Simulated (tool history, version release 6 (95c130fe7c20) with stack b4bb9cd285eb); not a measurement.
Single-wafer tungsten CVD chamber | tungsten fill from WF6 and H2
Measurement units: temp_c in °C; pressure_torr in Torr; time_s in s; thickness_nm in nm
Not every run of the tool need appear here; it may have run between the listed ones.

run,day,temp_c,pressure_torr,time_s,thickness_nm
1,0.000,390,47.2,24.3,80.141
2,0.283,390,41.8,24.3,76.869
3,0.525,391,41.8,24.3,78.838
4,0.721,392,41.8,24.3,80.880
5,0.788,393,41.8,24.3,82.828
6,1.042,386,41.8,24.3,71.001
7,1.104,387,41.8,24.3,72.389

Forecast run 8:
8,1.371,388,41.8,24.3,?

Run 8 produced thickness_nm 74.241 nm.
